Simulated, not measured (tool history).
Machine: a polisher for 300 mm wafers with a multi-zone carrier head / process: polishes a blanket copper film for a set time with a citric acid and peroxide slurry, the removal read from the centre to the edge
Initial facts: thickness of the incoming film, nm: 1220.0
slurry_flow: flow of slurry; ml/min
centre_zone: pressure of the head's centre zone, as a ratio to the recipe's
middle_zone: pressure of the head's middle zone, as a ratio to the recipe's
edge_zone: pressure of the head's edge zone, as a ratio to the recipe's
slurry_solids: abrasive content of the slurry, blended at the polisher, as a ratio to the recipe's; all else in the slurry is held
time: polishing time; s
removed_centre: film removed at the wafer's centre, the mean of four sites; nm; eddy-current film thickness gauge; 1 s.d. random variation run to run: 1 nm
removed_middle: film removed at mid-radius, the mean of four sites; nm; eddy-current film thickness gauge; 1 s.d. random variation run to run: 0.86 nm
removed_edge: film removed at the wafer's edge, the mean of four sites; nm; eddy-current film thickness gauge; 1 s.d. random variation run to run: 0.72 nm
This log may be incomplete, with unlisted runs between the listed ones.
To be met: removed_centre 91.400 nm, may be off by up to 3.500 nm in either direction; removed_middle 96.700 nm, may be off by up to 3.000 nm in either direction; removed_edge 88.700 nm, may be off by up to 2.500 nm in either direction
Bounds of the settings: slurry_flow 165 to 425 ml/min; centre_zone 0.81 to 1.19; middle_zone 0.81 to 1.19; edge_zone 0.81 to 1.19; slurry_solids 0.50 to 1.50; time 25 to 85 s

| run | hour | slurry_flow | centre_zone | middle_zone | edge_zone | slurry_solids | time | removed_centre | removed_middle | removed_edge |
|---|---|---|---|---|---|---|---|---|---|---|
| 1 | 0.0 | 275 | 1.00 | 1.00 | 1.00 | 1.00 | 55 | 138.570 | 138.390 | 137.920 |
| 2 | 3.4 | 275 | 1.08 | 1.00 | 1.00 | 1.00 | 55 | 146.620 | 137.290 | 138.420 |
| 3 | 8.2 | 225 | 1.08 | 1.00 | 1.00 | 1.00 | 55 | 143.370 | 132.750 | 134.090 |
| 4 | 12.1 | 225 | 1.08 | 0.92 | 1.00 | 1.00 | 55 | 141.130 | 128.690 | 133.730 |
| 5 | 14.3 | 215 | 1.04 | 0.94 | 0.95 | 0.85 | 51 | 119.770 | 114.520 | 116.480 |
| 6 | 17.2 | 215 | 1.12 | 0.94 | 0.95 | 0.85 | 51 | 131.580 | 113.620 | 114.790 |
| 7 | 20.5 | 215 | 1.12 | 0.94 | 0.95 | 0.85 | 51 | 129.010 | 113.120 | 115.190 |
| 8 | 25.4 | 205 | 1.08 | 0.97 | 0.91 | 0.75 | 49 | 115.530 | 105.980 | 105.300 |
| 9 | 29.6 | 200 | 1.05 | 1.00 | 0.88 | 0.70 | 48 | 106.330 | 105.250 | 98.950 |
| 10 | 37.4 | 195 | 1.03 | 1.00 | 0.86 | 0.65 | 48 | 100.750 | 100.840 | 95.308 |
| 11 | 45.9 | 190 | 1.02 | 1.01 | 0.85 | 0.60 | 48 | 98.906 | 97.674 | 92.110 |

4 next moves are on the table. One of them brings every result within its allowed miss. Which?
| A | 54.4 | 165 | 1.02 | 0.95 | 0.87 | 0.50 | 56 | ? | ? | ? |
| B | 54.4 | 235 | 1.12 | 1.07 | 0.81 | 0.55 | 46 | ? | ? | ? |
| C | 54.4 | 195 | 0.98 | 1.05 | 0.85 | 0.70 | 44 | ? | ? | ? |
| D | 54.4 | 165 | 0.87 | 0.99 | 0.93 | 0.50 | 52 | ? | ? | ? |

| move | removed_centre | removed_middle | removed_edge |
|---|---|---|---|
| A | 104.880 | 101.280 | 99.478 |
| B | 103.880 | 97.917 | 85.887 |
| C | 92.292 | 97.302 | 88.564 |
| D | 84.703 | 96.307 | 94.894 |
A: lands further from the targets than the last run did
B: lands further from the targets than the last run did
C: all results in spec
D: the result that was furthest off in the last run now lies on the other side of its target
C is the move that brings every result within its allowed miss.
